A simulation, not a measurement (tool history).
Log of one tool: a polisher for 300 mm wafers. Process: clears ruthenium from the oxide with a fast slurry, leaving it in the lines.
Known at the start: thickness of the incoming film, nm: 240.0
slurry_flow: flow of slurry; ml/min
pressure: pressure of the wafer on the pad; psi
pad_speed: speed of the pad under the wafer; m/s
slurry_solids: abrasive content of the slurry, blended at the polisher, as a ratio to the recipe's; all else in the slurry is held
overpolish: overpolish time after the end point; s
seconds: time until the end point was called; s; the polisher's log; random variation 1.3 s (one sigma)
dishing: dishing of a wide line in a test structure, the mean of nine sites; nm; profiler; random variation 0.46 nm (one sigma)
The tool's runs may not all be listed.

run 1 hour=0.0 | slurry_flow=155 pressure=2.7 pad_speed=1.20 slurry_solids=1.00 overpolish=9 | seconds=60.194 dishing=25.700
run 2 hour=1.4 | slurry_flow=180 pressure=2.7 pad_speed=1.20 slurry_solids=1.00 overpolish=9 | seconds=57.590 dishing=26.949
run 3 hour=10.3 | slurry_flow=175 pressure=2.5 pad_speed=1.20 slurry_solids=1.00 overpolish=10 | seconds=61.645 dishing=26.593
run 4 hour=18.3 | slurry_flow=175 pressure=2.2 pad_speed=1.20 slurry_solids=1.00 overpolish=10 | seconds=67.710 dishing=24.923
-- hour=21.4 slurry blender recalibrated
run 5 hour=21.4 | slurry_flow=170 pressure=2.1 pad_speed=1.20 slurry_solids=1.00 overpolish=11 | seconds=54.857 dishing=31.153
run 6 hour=26.1 | slurry_flow=170 pressure=2.1 pad_speed=1.20 slurry_solids=0.90 overpolish=11 | seconds=59.079 dishing=27.603
run 7 hour=32.7 | slurry_flow=170 pressure=2.0 pad_speed=1.14 slurry_solids=0.95 overpolish=11 | seconds=61.170 dishing=28.097

Run 8 comes next. What will it give?
run 8 hour=40.6 | slurry_flow=175 pressure=1.9 pad_speed=1.04 slurry_solids=1.00 overpolish=11 | seconds=? dishing=?

seconds: 66.786 s
dishing: 26.558 nm
